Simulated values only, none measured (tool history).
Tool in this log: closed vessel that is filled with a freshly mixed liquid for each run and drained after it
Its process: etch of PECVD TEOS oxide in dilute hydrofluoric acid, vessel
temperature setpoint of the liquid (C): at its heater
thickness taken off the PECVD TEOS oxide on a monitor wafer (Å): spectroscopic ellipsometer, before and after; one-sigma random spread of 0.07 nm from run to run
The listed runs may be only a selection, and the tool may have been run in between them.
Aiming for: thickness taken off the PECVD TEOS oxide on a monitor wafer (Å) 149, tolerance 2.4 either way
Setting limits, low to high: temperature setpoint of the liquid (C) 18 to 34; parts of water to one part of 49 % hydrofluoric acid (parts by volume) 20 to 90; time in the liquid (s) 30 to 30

run	hour	temperature setpoint of the liquid (C)	parts of water to one part of 49 % hydrofluoric acid (parts by volume)	time in the liquid (s)	thickness taken off the PECVD TEOS oxide on a monitor wafer (Å)
1	0	26	50	30	74.956
2	7.2	26	65	30	56.914
3	15.9	23	65	30	50.33
4	16.7	25	65	30	54.662
5	17.5	28	55	30	73.761
6	22.8	30	45	30	99.108
7	27.9	34	30	30	177.87
8	36.4	34	30	30	178.26
9	40.8	33	30	30	170.8
10	44	32	30	30	164.5
11	48.3	31	30	30	157.17

Which of these 5 next moves meets every target?
A	52.6	28	25	30	?
B	52.6	32.5	35	30	?
C	52.6	29.5	30	30	?
D	52.6	32	30	30	?
E	52.6	31.5	30	30	?

move	thickness taken off the PECVD TEOS oxide on a monitor wafer (Å)
A	168.71
B	141.97
C	148.26
D	163.77
E	160.57
A: its largest miss is bigger than the last run's
B: takes the biggest miss from the last run beyond its target
C: in spec on every target
D: its largest miss is bigger than the last run's
E: its largest miss is bigger than the last run's
So the answer is move C, the one that meets all the targets.
